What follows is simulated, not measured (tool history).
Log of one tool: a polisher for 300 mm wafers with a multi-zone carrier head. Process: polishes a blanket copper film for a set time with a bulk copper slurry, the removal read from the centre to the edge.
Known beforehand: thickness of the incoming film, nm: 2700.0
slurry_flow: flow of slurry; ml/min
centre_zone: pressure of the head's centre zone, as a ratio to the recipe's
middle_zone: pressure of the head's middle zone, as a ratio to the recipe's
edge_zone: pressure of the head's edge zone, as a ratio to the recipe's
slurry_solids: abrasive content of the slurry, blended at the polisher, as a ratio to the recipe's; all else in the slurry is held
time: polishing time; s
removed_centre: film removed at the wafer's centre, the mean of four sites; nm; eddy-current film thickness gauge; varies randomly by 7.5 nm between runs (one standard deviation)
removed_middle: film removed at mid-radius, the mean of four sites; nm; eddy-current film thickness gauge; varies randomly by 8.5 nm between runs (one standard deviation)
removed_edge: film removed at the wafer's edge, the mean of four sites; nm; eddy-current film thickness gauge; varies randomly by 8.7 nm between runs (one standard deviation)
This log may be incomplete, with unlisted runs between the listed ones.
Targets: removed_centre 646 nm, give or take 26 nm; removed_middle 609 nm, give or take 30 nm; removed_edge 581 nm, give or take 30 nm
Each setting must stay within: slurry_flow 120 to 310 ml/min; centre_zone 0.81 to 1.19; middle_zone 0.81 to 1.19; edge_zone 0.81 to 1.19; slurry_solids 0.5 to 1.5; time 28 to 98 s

Run 1, hour 0: slurry_flow 200 ml/min, centre_zone 1, middle_zone 1, edge_zone 1, slurry_solids 1, time 63 s. Result: removed_centre 845.3 nm, removed_middle 887.09 nm, removed_edge 859.93 nm.
Run 2, hour 7.2: slurry_flow 235 ml/min, centre_zone 1, middle_zone 1, edge_zone 1, slurry_solids 1, time 63 s. Result: removed_centre 885.49 nm, removed_middle 928.05 nm, removed_edge 884.75 nm.
Run 3, hour 7.9: slurry_flow 235 ml/min, centre_zone 1, middle_zone 1, edge_zone 1, slurry_solids 0.9, time 63 s. Result: removed_centre 845.98 nm, removed_middle 884.58 nm, removed_edge 856.88 nm.
Run 4, hour 12.6: slurry_flow 230 ml/min, centre_zone 1.02, middle_zone 0.99, edge_zone 0.96, slurry_solids 0.8, time 59 s. Result: removed_centre 804.38 nm, removed_middle 778.99 nm, removed_edge 768.11 nm.
Run 5, hour 16: slurry_flow 225 ml/min, centre_zone 1.01, middle_zone 1, edge_zone 0.93, slurry_solids 0.7, time 57 s. Result: removed_centre 741.14 nm, removed_middle 745.27 nm, removed_edge 709.67 nm.
Run 6, hour 21.2: slurry_flow 225 ml/min, centre_zone 1.01, middle_zone 1, edge_zone 0.93, slurry_solids 0.5, time 57 s. Result: removed_centre 675.24 nm, removed_middle 661.56 nm, removed_edge 641.94 nm.
Run 7, hour 29.8: slurry_flow 220 ml/min, centre_zone 1.02, middle_zone 1, edge_zone 0.91, slurry_solids 0.5, time 56 s. Result: removed_centre 663.85 nm, removed_middle 664.84 nm, removed_edge 625.7 nm.
Run 8, hour 30.4: slurry_flow 215 ml/min, centre_zone 1.03, middle_zone 0.99, edge_zone 0.9, slurry_solids 0.5, time 55 s. Result: removed_centre 651.47 nm, removed_middle 652.36 nm, removed_edge 602.35 nm.
Run 9, hour 33.1: slurry_flow 215 ml/min, centre_zone 1.04, middle_zone 0.97, edge_zone 0.9, slurry_solids 0.5, time 55 s. Result: removed_centre 653.8 nm, removed_middle 621.23 nm, removed_edge 615.47 nm.

Next run, 4 choices. One meets every target within its allowed miss, the rest don't. Which?
Run A, hour 35.8: slurry_flow 190 ml/min, centre_zone 0.94, middle_zone 0.81, edge_zone 0.98, slurry_solids 0.55, time 58 s. Result: removed_centre ?, removed_middle ?, removed_edge ?.
Run B, hour 35.8: slurry_flow 200 ml/min, centre_zone 0.99, middle_zone 0.99, edge_zone 0.81, slurry_solids 0.5, time 57 s. Result: removed_centre ?, removed_middle ?, removed_edge ?.
Run C, hour 35.8: slurry_flow 225 ml/min, centre_zone 1.02, middle_zone 0.83, edge_zone 1.02, slurry_solids 0.5, time 56 s. Result: removed_centre ?, removed_middle ?, removed_edge ?.
Run D, hour 35.8: slurry_flow 230 ml/min, centre_zone 1.07, middle_zone 0.99, edge_zone 0.91, slurry_solids 0.5, time 51 s. Result: removed_centre ?, removed_middle ?, removed_edge ?.

move  removed_centre  removed_middle  removed_edge
   A          627.25          587.89        688.35
   B          638.24          669.16        605.76
   C          654.96           575.1        669.81
   D          628.28          607.71        577.64
A: moves away from the targets compared with the last run
B: meets the target for the result that was furthest off, but another lies outside its allowed miss
C: moves away from the targets compared with the last run
D: meets every target
The move that meets every target is D.

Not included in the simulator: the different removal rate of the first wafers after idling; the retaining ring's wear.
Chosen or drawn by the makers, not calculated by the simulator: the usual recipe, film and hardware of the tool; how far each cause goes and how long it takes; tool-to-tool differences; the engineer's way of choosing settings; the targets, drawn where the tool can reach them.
